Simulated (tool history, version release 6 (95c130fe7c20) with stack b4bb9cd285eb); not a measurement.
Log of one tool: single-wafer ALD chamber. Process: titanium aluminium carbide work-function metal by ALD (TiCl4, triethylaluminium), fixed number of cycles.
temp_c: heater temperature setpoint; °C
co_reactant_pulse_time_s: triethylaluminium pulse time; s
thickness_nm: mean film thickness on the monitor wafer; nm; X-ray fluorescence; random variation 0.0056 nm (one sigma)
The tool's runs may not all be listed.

run 1 hour=0 | temp_c=315 co_reactant_pulse_time_s=12.4 | thickness_nm=2.3506
run 2 hour=3.3 | temp_c=321 co_reactant_pulse_time_s=12.4 | thickness_nm=2.4176
run 3 hour=11.8 | temp_c=316 co_reactant_pulse_time_s=11.95 | thickness_nm=2.3546
run 4 hour=19.3 | temp_c=312 co_reactant_pulse_time_s=11.6 | thickness_nm=2.3027
run 5 hour=26.9 | temp_c=304 co_reactant_pulse_time_s=11.6 | thickness_nm=2.2123
run 6 hour=35.2 | temp_c=303 co_reactant_pulse_time_s=11.5 | thickness_nm=2.2034
run 7 hour=41.5 | temp_c=302 co_reactant_pulse_time_s=11.41 | thickness_nm=2.2005
run 8 hour=42.6 | temp_c=301 co_reactant_pulse_time_s=11.31 | thickness_nm=2.1924

Forecast run 9:
run 9 hour=50.4 | temp_c=300 co_reactant_pulse_time_s=11.22 | thickness_nm=?

thickness_nm: 2.1733 nm

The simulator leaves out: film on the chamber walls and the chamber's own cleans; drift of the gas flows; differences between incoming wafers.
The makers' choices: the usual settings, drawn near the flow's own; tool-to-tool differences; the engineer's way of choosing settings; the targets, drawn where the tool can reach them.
